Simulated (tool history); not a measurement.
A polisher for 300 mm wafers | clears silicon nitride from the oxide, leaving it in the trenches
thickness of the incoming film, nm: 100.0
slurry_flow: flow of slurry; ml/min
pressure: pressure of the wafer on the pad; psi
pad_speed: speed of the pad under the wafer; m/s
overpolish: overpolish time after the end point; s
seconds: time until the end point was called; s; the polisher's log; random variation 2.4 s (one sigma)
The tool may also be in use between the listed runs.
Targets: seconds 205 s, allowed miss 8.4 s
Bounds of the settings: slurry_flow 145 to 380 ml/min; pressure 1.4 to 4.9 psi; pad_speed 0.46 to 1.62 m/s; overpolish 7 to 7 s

run  hour  slurry_flow  pressure  pad_speed  overpolish  seconds
  1     0          245       3.1       1.04           7   116.78
  2   1.7          215       3.1       1.04           7   116.38
  3   4.4          215       2.8       1.04           7   125.57
  4   5.7          215       2.4       1.04           7    141.5
  5   6.3          195       2.4       1.04           7   141.32
  6   9.7          195       2.4       1.04           7   141.56
  7  17.1          195       2.2       1.02           7   155.14
  8  18.8          195       2.1       1.02           7   156.91
  9  27.3          195       2.1       1.02           7   158.78
 10  34.2          195         2          1           7   169.16
 11  40.6          195       1.9          1           7   172.73
 12  45.9          195       1.8          1           7    176.1
 13  54.6          195       1.7          1           7   186.26
 14  57.5          195       1.7          1           7   186.71
 15  62.9          195       1.6          1           7    194.8

Which of these 5 next moves meets every target?
  A  68.3          220       1.7       0.94           7        ?
  B  68.3          200       1.7       1.14           7        ?
  C  68.3          230       1.6        0.9           7        ?
  D  68.3          220       1.4       0.92           7        ?
  E  68.3          215       1.5       1.12           7        ?

move  seconds
   A   191.36
   B   169.53
   C   203.52
   D   218.77
   E   183.67
A: further off than the last run
B: further off than the last run
C: meets every target
D: takes the result that was furthest off past its target
E: further off than the last run
Answer: C
